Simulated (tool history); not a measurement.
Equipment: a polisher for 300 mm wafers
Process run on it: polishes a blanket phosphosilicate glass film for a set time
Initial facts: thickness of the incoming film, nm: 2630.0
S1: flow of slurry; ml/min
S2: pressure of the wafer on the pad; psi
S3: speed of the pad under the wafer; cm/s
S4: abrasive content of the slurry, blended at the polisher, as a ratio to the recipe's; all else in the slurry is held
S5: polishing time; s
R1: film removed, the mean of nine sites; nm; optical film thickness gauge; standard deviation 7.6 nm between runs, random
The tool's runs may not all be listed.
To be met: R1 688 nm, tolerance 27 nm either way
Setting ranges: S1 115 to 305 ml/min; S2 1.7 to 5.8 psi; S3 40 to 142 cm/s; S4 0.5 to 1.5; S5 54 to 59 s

| run | hour | S1 | S2 | S3 | S4 | S5 | R1 |
|---|---|---|---|---|---|---|---|
| 1 | 0 | 195 | 3.7 | 90 | 1 | 59 | 564.84 |
| 2 | 4.9 | 230 | 3.7 | 90 | 1 | 59 | 567.98 |
| 3 | 7.7 | 210 | 3.7 | 90 | 1 | 59 | 578.36 |
| 4 | 12.4 | 210 | 3.4 | 90 | 1 | 59 | 533.26 |
| 5 | 17.2 | 210 | 3.6 | 90 | 1 | 59 | 558.01 |
| 6 | 20.5 | 210 | 3.7 | 90 | 1 | 59 | 562.56 |
| 7 | 21.7 | 210 | 3.8 | 90 | 1 | 59 | 585.57 |
| 8 | 23.3 | 210 | 3.9 | 90 | 1 | 59 | 594.85 |

Exactly one of the 4 candidate moves below puts every result within its allowed miss. Which one?
| A | 24.9 | 220 | 4.2 | 96 | 1 | 59 | ? |
| B | 24.9 | 215 | 4.6 | 102 | 0.6 | 59 | ? |
| C | 24.9 | 260 | 3.4 | 96 | 0.95 | 57 | ? |
| D | 24.9 | 225 | 3.6 | 98 | 0.85 | 54 | ? |

| move | R1 |
|---|---|
| A | 678.56 |
| B | 523.42 |
| C | 532.69 |
| D | 495.35 |
A: in spec on every target
B: moves away from the targets compared with the last run
C: moves away from the targets compared with the last run
D: moves away from the targets compared with the last run
The move that meets every target is A.
